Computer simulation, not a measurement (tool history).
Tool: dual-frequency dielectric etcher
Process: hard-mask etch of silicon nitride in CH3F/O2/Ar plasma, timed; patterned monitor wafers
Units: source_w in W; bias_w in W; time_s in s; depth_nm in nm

Run 1, hour 0: source_w 430 W, bias_w 72 W, time_s 169.5 s. Result: depth_nm 119.87 nm.
Run 2, hour 8.8: source_w 490 W, bias_w 72 W, time_s 169.5 s. Result: depth_nm 121.74 nm.
Run 3, hour 14.9: source_w 490 W, bias_w 80 W, time_s 169.5 s. Result: depth_nm 128.27 nm.
Run 4, hour 18.1: source_w 490 W, bias_w 80 W, time_s 169.5 s. Result: depth_nm 128.5 nm.
Run 5, hour 19.5: source_w 490 W, bias_w 74 W, time_s 169.5 s. Result: depth_nm 125.44 nm.
At hour 27: bias power generator calibrated.
Run 6, hour 27: source_w 490 W, bias_w 74 W, time_s 155.5 s. Result: depth_nm 114.81 nm.
Run 7, hour 29.8: source_w 490 W, bias_w 74 W, time_s 155.5 s. Result: depth_nm 115.47 nm.

Run 8 comes next. What will it give?
Run 8, hour 34: source_w 500 W, bias_w 79 W, time_s 157 s. Result: depth_nm ?.

{"run 8": {"depth_nm": 119.94}}

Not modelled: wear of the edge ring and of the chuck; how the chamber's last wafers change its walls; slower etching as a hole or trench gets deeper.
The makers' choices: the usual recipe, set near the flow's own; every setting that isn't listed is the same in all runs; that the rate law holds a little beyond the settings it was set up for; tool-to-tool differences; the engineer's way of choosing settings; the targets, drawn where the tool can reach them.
